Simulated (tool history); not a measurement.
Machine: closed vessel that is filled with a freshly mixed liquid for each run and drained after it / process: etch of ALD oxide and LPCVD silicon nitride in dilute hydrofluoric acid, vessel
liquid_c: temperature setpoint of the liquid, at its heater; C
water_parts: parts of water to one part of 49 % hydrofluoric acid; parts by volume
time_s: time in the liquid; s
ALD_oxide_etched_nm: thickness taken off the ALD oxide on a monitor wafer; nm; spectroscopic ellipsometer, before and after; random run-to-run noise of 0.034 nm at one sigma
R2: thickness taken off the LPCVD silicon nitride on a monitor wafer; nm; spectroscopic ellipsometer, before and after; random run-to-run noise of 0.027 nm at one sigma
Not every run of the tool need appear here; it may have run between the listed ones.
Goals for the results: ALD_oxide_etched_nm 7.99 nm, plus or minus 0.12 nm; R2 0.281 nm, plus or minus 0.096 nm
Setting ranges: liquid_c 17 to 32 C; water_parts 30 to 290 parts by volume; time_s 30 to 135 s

run 1 hour=0 | liquid_c=24 water_parts=160 time_s=70 | ALD_oxide_etched_nm=4.9987 R2=0.19524
run 2 hour=3.1 | liquid_c=25.5 water_parts=155 time_s=70 | ALD_oxide_etched_nm=5.4639 R2=0.19528
run 3 hour=11.3 | liquid_c=26.5 water_parts=150 time_s=70 | ALD_oxide_etched_nm=5.9237 R2=0.21749
run 4 hour=17.8 | liquid_c=26.5 water_parts=200 time_s=70 | ALD_oxide_etched_nm=4.1593 R2=0.20919
run 5 hour=21.3 | liquid_c=26.5 water_parts=235 time_s=70 | ALD_oxide_etched_nm=3.4185 R2=0.1603
run 6 hour=25 | liquid_c=27.5 water_parts=215 time_s=70 | ALD_oxide_etched_nm=3.9742 R2=0.17257
run 7 hour=25.5 | liquid_c=31.5 water_parts=150 time_s=70 | ALD_oxide_etched_nm=7.1438 R2=0.37782
run 8 hour=26.6 | liquid_c=31.5 water_parts=145 time_s=70 | ALD_oxide_etched_nm=7.3923 R2=0.34865
run 9 hour=28.9 | liquid_c=31.5 water_parts=140 time_s=70 | ALD_oxide_etched_nm=7.7263 R2=0.41734

Of the 4 settings listed for the next run, only one would bring every result within its allowed miss of target. Which one?
run A hour=31.2 | liquid_c=27 water_parts=120 time_s=70 | ALD_oxide_etched_nm=? R2=?
run B hour=31.2 | liquid_c=22 water_parts=105 time_s=70 | ALD_oxide_etched_nm=? R2=?
run C hour=31.2 | liquid_c=27.5 water_parts=140 time_s=80 | ALD_oxide_etched_nm=? R2=?
run D hour=31.2 | liquid_c=24.5 water_parts=160 time_s=110 | ALD_oxide_etched_nm=? R2=?

move=A ALD_oxide_etched_nm=7.7908 R2=0.32702
move=B ALD_oxide_etched_nm=7.4588 R2=0.26929
move=C ALD_oxide_etched_nm=7.5819 R2=0.3306
move=D ALD_oxide_etched_nm=7.9593 R2=0.32898
A: gains on the last run, yet a result remains outside its allowed miss
B: moves away from the targets compared with the last run
C: moves away from the targets compared with the last run
D: in spec on every target
D meets every target.
